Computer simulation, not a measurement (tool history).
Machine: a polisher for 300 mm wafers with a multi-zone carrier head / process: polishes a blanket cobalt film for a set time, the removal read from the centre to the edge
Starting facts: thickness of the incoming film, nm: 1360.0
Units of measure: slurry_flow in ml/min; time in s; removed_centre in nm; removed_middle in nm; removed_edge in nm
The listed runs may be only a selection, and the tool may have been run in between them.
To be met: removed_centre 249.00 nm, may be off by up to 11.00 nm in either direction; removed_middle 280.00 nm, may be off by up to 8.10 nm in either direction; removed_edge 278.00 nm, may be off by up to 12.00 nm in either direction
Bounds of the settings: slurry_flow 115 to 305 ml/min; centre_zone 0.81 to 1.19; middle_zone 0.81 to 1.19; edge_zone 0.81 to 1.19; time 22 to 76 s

run 1 hour=0.0 | slurry_flow=195 centre_zone=1.00 middle_zone=1.00 edge_zone=1.00 time=49 | removed_centre=200.05 removed_middle=198.50 removed_edge=198.78
run 2 hour=4.1 | slurry_flow=195 centre_zone=1.00 middle_zone=1.00 edge_zone=1.00 time=54 | removed_centre=221.76 removed_middle=218.68 removed_edge=211.60
run 3 hour=5.8 | slurry_flow=210 centre_zone=0.97 middle_zone=1.01 edge_zone=1.06 time=57 | removed_centre=230.08 removed_middle=233.59 removed_edge=234.48
run 4 hour=13.9 | slurry_flow=210 centre_zone=0.97 middle_zone=1.01 edge_zone=0.99 time=57 | removed_centre=227.86 removed_middle=236.11 removed_edge=230.42
run 5 hour=21.9 | slurry_flow=170 centre_zone=0.97 middle_zone=1.01 edge_zone=0.99 time=57 | removed_centre=225.73 removed_middle=229.63 removed_edge=221.84
run 6 hour=24.8 | slurry_flow=170 centre_zone=0.97 middle_zone=1.01 edge_zone=1.06 time=57 | removed_centre=220.43 removed_middle=230.03 removed_edge=232.23
run 7 hour=26.3 | slurry_flow=180 centre_zone=0.97 middle_zone=1.04 edge_zone=1.10 time=59 | removed_centre=230.29 removed_middle=247.55 removed_edge=243.79
run 8 hour=31.3 | slurry_flow=180 centre_zone=0.97 middle_zone=1.04 edge_zone=1.10 time=59 | removed_centre=227.50 removed_middle=245.84 removed_edge=239.50

Of the 4 settings listed for the next run, only one would bring every result within its allowed miss of target. Which one?
run A hour=36.3 | slurry_flow=160 centre_zone=0.99 middle_zone=0.84 edge_zone=1.19 time=63 | removed_centre=? removed_middle=? removed_edge=?
run B hour=36.3 | slurry_flow=180 centre_zone=1.03 middle_zone=0.97 edge_zone=1.04 time=55 | removed_centre=? removed_middle=? removed_edge=?
run C hour=36.3 | slurry_flow=190 centre_zone=0.94 middle_zone=1.08 edge_zone=1.16 time=64 | removed_centre=? removed_middle=? removed_edge=?
run D hour=36.3 | slurry_flow=200 centre_zone=1.19 middle_zone=1.12 edge_zone=1.10 time=47 | removed_centre=? removed_middle=? removed_edge=?

move=A removed_centre=248.37 removed_middle=218.05 removed_edge=270.03
move=B removed_centre=228.45 removed_middle=217.27 removed_edge=221.80
move=C removed_centre=245.86 removed_middle=278.56 removed_edge=273.49
move=D removed_centre=226.59 removed_middle=211.92 removed_edge=196.12
A: misses by more than the last run did
B: misses by more than the last run did
C: hits every target within its allowed miss
D: misses by more than the last run did
Go with C: it meets all targets.
